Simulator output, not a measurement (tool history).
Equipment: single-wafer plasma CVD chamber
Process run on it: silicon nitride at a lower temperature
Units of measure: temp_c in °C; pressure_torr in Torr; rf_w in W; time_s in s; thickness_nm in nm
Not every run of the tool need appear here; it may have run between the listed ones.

run  hour  temp_c  pressure_torr  rf_w  time_s  thickness_nm
  1   0.0     355           1.69   365    30.7        42.808
  2   3.6     355           1.69   365    30.7        42.766
  3   4.3     355           1.49   365    30.7        42.105
  4   6.4     355           1.49   365    30.7        41.924
  5   8.0     355           1.66   375    30.7        43.499
  6  15.4     355           1.81   375    30.7        44.015

Run 7, settings as shown, results not yet in. Your forecast:
  7  23.3     355           1.81   375    30.7             ?

thickness_nm: 44.185 nm
